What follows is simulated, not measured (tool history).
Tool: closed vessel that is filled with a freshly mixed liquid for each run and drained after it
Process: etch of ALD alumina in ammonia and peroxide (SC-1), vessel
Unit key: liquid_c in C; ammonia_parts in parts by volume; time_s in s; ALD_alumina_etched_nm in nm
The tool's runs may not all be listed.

run,hour,liquid_c,ammonia_parts,time_s,ALD_alumina_etched_nm
1,0.0,55.0,0.75,165,15.137
2,7.3,54.0,0.75,165,14.207
3,10.8,53.0,0.75,165,13.489
4,17.7,52.5,0.75,165,13.129
5,24.6,52.5,0.90,165,13.471
6,27.8,52.0,0.90,165,12.995
7,30.7,51.5,0.90,165,12.589

What does the tool deliver on the next run?
8,40.0,51.0,0.90,165,?

{"run 8": {"ALD_alumina_etched_nm": 12.277}}
